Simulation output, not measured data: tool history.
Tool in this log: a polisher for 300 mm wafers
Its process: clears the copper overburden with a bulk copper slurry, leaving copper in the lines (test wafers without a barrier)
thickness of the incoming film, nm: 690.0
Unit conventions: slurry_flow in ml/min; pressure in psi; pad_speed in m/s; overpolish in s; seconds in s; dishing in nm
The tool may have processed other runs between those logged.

run 1 hour=0.0 | slurry_flow=215 pressure=2.4 pad_speed=0.98 slurry_solids=1.0 overpolish=18 | seconds=91.90 dishing=35.027
run 2 hour=5.6 | slurry_flow=215 pressure=2.4 pad_speed=0.98 slurry_solids=1.0 overpolish=12 | seconds=92.01 dishing=30.866
run 3 hour=6.7 | slurry_flow=215 pressure=2.1 pad_speed=0.98 slurry_solids=1.0 overpolish=12 | seconds=106.38 dishing=29.103
run 4 hour=9.9 | slurry_flow=215 pressure=2.0 pad_speed=0.98 slurry_solids=1.0 overpolish=12 | seconds=110.38 dishing=26.907
run 5 hour=11.9 | slurry_flow=215 pressure=1.9 pad_speed=0.98 slurry_solids=1.0 overpolish=14 | seconds=117.04 dishing=29.178
run 6 hour=21.0 | slurry_flow=215 pressure=1.8 pad_speed=0.98 slurry_solids=1.0 overpolish=14 | seconds=125.44 dishing=27.511
run 7 hour=21.9 | slurry_flow=210 pressure=1.7 pad_speed=0.98 slurry_solids=1.0 overpolish=14 | seconds=129.32 dishing=25.810
run 8 hour=29.2 | slurry_flow=210 pressure=1.7 pad_speed=0.98 slurry_solids=1.0 overpolish=15 | seconds=131.07 dishing=28.105

Predict the results of run 9:
run 9 hour=31.1 | slurry_flow=205 pressure=1.5 pad_speed=0.98 slurry_solids=1.0 overpolish=13 | seconds=? dishing=?

Run 9 measured seconds 143.47 s, dishing 24.188 nm.

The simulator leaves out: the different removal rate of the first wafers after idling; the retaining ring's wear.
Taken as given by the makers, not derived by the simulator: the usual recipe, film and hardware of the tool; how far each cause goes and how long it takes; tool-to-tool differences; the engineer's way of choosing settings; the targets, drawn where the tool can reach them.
